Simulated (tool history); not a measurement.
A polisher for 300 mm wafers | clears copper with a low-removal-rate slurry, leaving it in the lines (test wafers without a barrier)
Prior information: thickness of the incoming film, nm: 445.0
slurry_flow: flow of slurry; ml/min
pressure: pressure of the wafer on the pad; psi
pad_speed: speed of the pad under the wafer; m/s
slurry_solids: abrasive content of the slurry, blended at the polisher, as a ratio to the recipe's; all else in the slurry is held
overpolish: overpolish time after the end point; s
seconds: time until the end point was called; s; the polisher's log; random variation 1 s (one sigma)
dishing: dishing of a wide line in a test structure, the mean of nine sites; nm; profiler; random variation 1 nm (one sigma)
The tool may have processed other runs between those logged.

run 1 hour=0.0 | slurry_flow=260 pressure=3.8 pad_speed=1.12 slurry_solids=1.0 overpolish=20 | seconds=86.418 dishing=56.328
run 2 hour=5.3 | slurry_flow=260 pressure=3.8 pad_speed=1.12 slurry_solids=1.0 overpolish=28 | seconds=86.035 dishing=72.754
run 3 hour=9.9 | slurry_flow=260 pressure=3.8 pad_speed=1.12 slurry_solids=1.1 overpolish=28 | seconds=85.598 dishing=72.861
run 4 hour=11.0 | slurry_flow=260 pressure=4.1 pad_speed=1.12 slurry_solids=1.1 overpolish=28 | seconds=78.207 dishing=77.717
run 5 hour=14.3 | slurry_flow=260 pressure=3.3 pad_speed=1.12 slurry_solids=1.1 overpolish=28 | seconds=94.662 dishing=65.165
run 6 hour=16.4 | slurry_flow=260 pressure=3.8 pad_speed=1.12 slurry_solids=1.1 overpolish=28 | seconds=84.265 dishing=73.080
run 7 hour=20.3 | slurry_flow=260 pressure=4.1 pad_speed=1.12 slurry_solids=1.1 overpolish=28 | seconds=78.268 dishing=78.197
run 8 hour=23.7 | slurry_flow=260 pressure=4.3 pad_speed=1.12 slurry_solids=1.1 overpolish=28 | seconds=74.379 dishing=80.646
run 9 hour=30.3 | slurry_flow=260 pressure=4.5 pad_speed=1.12 slurry_solids=1.1 overpolish=28 | seconds=71.518 dishing=82.283
run 10 hour=33.6 | slurry_flow=260 pressure=4.7 pad_speed=1.12 slurry_solids=1.1 overpolish=28 | seconds=68.370 dishing=87.749

What does the tool deliver on the next run?
run 11 hour=36.5 | slurry_flow=260 pressure=4.8 pad_speed=1.12 slurry_solids=1.1 overpolish=28 | seconds=? dishing=?

{"run 11": {"seconds": 68.552, "dishing": 86.666}}

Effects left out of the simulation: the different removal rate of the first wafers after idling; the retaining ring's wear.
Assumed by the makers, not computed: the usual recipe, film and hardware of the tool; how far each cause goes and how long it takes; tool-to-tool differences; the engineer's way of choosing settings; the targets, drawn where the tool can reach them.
